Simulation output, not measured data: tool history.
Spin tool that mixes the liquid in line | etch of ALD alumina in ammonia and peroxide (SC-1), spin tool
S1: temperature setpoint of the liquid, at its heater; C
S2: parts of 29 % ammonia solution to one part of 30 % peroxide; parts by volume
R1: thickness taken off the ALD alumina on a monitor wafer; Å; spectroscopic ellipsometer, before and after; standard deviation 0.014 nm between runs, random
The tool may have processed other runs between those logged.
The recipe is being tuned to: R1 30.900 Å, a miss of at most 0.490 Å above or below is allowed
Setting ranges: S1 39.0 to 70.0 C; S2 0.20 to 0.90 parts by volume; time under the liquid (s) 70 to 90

run 1 day=0.000 | S1=55.0 S2=0.50 time_under_the_liquid_(s)=90 | R1=38.471
run 2 day=0.212 | S1=53.5 S2=0.50 time_under_the_liquid_(s)=90 | R1=35.591
run 3 day=0.529 | S1=52.5 S2=0.50 time_under_the_liquid_(s)=90 | R1=33.773
run 4 day=0.721 | S1=52.5 S2=0.50 time_under_the_liquid_(s)=90 | R1=33.862
run 5 day=1.054 | S1=59.0 S2=0.50 time_under_the_liquid_(s)=90 | R1=47.999
run 6 day=1.304 | S1=59.0 S2=0.35 time_under_the_liquid_(s)=90 | R1=46.069
run 7 day=1.612 | S1=56.5 S2=0.35 time_under_the_liquid_(s)=90 | R1=40.440
run 8 day=1.992 | S1=55.0 S2=0.35 time_under_the_liquid_(s)=90 | R1=37.406
run 9 day=2.254 | S1=54.0 S2=0.35 time_under_the_liquid_(s)=90 | R1=35.241
run 10 day=2.475 | S1=53.0 S2=0.35 time_under_the_liquid_(s)=90 | R1=33.359
run 11 day=2.812 | S1=53.0 S2=0.35 time_under_the_liquid_(s)=90 | R1=33.387
run 12 day=3.171 | S1=52.5 S2=0.35 time_under_the_liquid_(s)=90 | R1=32.717
run 13 day=3.271 | S1=51.0 S2=0.35 time_under_the_liquid_(s)=90 | R1=30.059

Exercise: of the 4 proposed moves below, exactly one satisfies all targets within the stated allowed misses. Which move is it?
run A day=3.371 | S1=50.0 S2=0.40 time_under_the_liquid_(s)=90 | R1=?
run B day=3.371 | S1=55.0 S2=0.30 time_under_the_liquid_(s)=75 | R1=?
run C day=3.371 | S1=56.5 S2=0.20 time_under_the_liquid_(s)=70 | R1=?
run D day=3.371 | S1=56.5 S2=0.45 time_under_the_liquid_(s)=70 | R1=?

move=A R1=28.927
move=B R1=30.740
move=C R1=29.884
move=D R1=32.278
A: lands further from the targets than the last run did
B: meets every target
C: lands further from the targets than the last run did
D: carries the result that was furthest off beyond its target, to the other side
The move that meets every target is B.
